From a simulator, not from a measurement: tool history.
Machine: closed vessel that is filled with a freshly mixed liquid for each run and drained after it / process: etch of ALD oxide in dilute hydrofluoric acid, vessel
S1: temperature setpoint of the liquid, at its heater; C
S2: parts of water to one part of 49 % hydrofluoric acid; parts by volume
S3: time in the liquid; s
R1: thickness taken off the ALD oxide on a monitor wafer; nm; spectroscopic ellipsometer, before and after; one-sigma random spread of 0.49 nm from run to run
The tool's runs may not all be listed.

{"run": 1, "hour": 0.0, "S1": 21.0, "S2": 50, "S3": 225, "R1": 69.494}
{"run": 2, "hour": 5.1, "S1": 22.0, "S2": 50, "S3": 225, "R1": 72.754}
{"run": 3, "hour": 8.8, "S1": 23.0, "S2": 50, "S3": 225, "R1": 74.731}
{"run": 4, "hour": 14.6, "S1": 24.0, "S2": 50, "S3": 225, "R1": 78.753}
{"run": 5, "hour": 17.6, "S1": 24.5, "S2": 50, "S3": 225, "R1": 79.236}
{"run": 6, "hour": 25.4, "S1": 24.5, "S2": 35, "S3": 225, "R1": 117.12}
{"run": 7, "hour": 30.2, "S1": 23.5, "S2": 35, "S3": 225, "R1": 112.76}
{"run": 8, "hour": 37.1, "S1": 22.5, "S2": 35, "S3": 225, "R1": 108.0}

Estimate the outcome of run 9 from the log above:
{"run": 9, "hour": 40.4, "S1": 22.0, "S2": 35, "S3": 225, "R1": "?"}

R1: 105.210 nm

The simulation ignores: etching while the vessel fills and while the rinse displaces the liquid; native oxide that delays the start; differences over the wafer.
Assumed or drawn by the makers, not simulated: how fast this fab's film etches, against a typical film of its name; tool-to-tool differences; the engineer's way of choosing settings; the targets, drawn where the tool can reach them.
